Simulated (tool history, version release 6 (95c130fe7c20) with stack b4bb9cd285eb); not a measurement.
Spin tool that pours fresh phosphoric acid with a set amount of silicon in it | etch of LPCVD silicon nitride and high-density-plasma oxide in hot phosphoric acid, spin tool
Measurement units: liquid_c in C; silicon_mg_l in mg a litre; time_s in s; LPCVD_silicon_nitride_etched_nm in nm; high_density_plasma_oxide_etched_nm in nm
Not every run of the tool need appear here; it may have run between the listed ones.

run,hour,liquid_c,silicon_mg_l,time_s,LPCVD_silicon_nitride_etched_nm,high_density_plasma_oxide_etched_nm
1,0.0,164.0,17.0,180,19.573,0.67165
2,3.0,164.0,17.0,250,27.452,0.96434
3,4.6,164.0,17.0,300,32.763,1.13760
4,7.7,165.0,17.0,300,33.759,1.18210
# hour 14.0: dissolved silicon flow meter replaced
5,14.0,165.0,17.0,245,27.702,0.96200
6,22.8,166.5,17.0,245,29.167,1.07170
7,27.5,164.0,12.5,155,16.872,0.72941
8,34.3,163.0,13.5,145,15.344,0.53521
9,34.9,162.0,12.0,145,14.914,0.58090

Predict the results of run 10:
10,35.6,159.5,20.5,115,?,?

{"run 10": {"LPCVD_silicon_nitride_etched_nm": 10.794, "high_density_plasma_oxide_etched_nm": 0.31849}}
